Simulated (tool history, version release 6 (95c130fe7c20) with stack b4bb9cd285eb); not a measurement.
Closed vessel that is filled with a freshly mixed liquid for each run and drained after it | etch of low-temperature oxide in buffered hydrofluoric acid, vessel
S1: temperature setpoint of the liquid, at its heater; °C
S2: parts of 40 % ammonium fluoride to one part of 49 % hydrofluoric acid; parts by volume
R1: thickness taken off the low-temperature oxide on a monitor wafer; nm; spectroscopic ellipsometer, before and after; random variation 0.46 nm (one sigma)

Run 1, day 0.000: S1 22.0 °C, S2 22.0 parts by volume, time in the liquid (s) 95. Result: R1 70.939 nm.
Run 2, day 0.092: S1 22.0 °C, S2 26.0 parts by volume, time in the liquid (s) 95. Result: R1 62.550 nm.
Run 3, day 0.200: S1 22.0 °C, S2 26.0 parts by volume, time in the liquid (s) 105. Result: R1 69.238 nm.
Run 4, day 0.433: S1 21.5 °C, S2 26.0 parts by volume, time in the liquid (s) 105. Result: R1 66.656 nm.
Run 5, day 0.675: S1 21.0 °C, S2 26.0 parts by volume, time in the liquid (s) 105. Result: R1 65.102 nm.
Run 6, day 1.050: S1 23.0 °C, S2 26.0 parts by volume, time in the liquid (s) 105. Result: R1 73.202 nm.
At day 1.088: thermometer replaced.
Run 7, day 1.088: S1 22.0 °C, S2 26.0 parts by volume, time in the liquid (s) 105. Result: R1 76.138 nm.

Run 8 comes next. What will it give?
Run 8, day 1.254: S1 21.0 °C, S2 26.0 parts by volume, time in the liquid (s) 105. Result: R1 ?.

R1: 71.337 nm
